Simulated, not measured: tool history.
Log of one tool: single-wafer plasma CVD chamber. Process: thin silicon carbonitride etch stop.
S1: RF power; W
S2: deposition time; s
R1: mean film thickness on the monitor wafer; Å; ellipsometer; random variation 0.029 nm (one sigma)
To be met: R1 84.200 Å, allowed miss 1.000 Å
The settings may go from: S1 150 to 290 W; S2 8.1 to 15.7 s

{"run": 1, "hour": 0.0, "S1": 220, "S2": 11.9, "R1": 74.233}
{"run": 2, "hour": 7.9, "S1": 250, "S2": 11.9, "R1": 76.686}
{"run": 3, "hour": 8.6, "S1": 255, "S2": 12.0, "R1": 78.626}
{"run": 4, "hour": 12.5, "S1": 275, "S2": 12.0, "R1": 80.101}
{"run": 5, "hour": 18.5, "S1": 275, "S2": 12.1, "R1": 80.421}
{"run": 6, "hour": 19.7, "S1": 275, "S2": 13.8, "R1": 92.196}
{"run": 7, "hour": 27.3, "S1": 265, "S2": 13.8, "R1": 91.401}
{"run": 8, "hour": 29.3, "S1": 230, "S2": 13.5, "R1": 85.518}

Which of these 4 next moves meets every target?
{"run": "A", "hour": 31.3, "S1": 220, "S2": 13.8, "R1": "?"}
{"run": "B", "hour": 31.3, "S1": 215, "S2": 14.1, "R1": "?"}
{"run": "C", "hour": 31.3, "S1": 225, "S2": 13.4, "R1": "?"}
{"run": "D", "hour": 31.3, "S1": 200, "S2": 14.3, "R1": "?"}

move=A R1=86.144
move=B R1=87.407
move=C R1=84.218
move=D R1=86.727
A: further off than the last run
B: further off than the last run
C: meets every target
D: further off than the last run
Answer: C

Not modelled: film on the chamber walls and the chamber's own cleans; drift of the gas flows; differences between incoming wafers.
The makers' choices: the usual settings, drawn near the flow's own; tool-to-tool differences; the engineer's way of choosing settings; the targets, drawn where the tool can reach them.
